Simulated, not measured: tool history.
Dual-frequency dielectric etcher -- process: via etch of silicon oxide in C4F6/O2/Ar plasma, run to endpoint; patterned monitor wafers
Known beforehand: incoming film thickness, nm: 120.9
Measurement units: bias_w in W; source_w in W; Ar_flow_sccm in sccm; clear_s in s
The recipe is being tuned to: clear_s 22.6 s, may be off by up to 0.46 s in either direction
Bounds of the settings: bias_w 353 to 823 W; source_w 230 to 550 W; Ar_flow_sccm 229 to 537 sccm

run,hour,bias_w,source_w,Ar_flow_sccm,clear_s
1,0,588,390,383,26.592
2,1,656,400,380,25.724
3,8.1,716,400,380,24.998
4,11.5,716,400,324,24.569
5,16.6,716,400,349,24.799
6,21.8,716,400,410,25.156
7,26.9,747,420,404,24.289
8,30.4,768,440,400,23.856
9,35.7,786,450,395,23.171
10,38.4,796,450,394,23.323

Exactly one of the 5 candidate moves below puts every result within its allowed miss. Which one?
A,41.1,823,470,399,?
B,41.1,823,550,377,?
C,41.1,823,540,333,?
D,41.1,809,420,385,?
E,41.1,823,490,274,?

move,clear_s
A,22.968
B,21.858
C,21.676
D,23.717
E,21.8
A: in spec on every target
B: carries the result that was furthest off beyond its target, to the other side
C: carries the result that was furthest off beyond its target, to the other side
D: its largest miss is bigger than the last run's
E: carries the result that was furthest off beyond its target, to the other side
Answer: A

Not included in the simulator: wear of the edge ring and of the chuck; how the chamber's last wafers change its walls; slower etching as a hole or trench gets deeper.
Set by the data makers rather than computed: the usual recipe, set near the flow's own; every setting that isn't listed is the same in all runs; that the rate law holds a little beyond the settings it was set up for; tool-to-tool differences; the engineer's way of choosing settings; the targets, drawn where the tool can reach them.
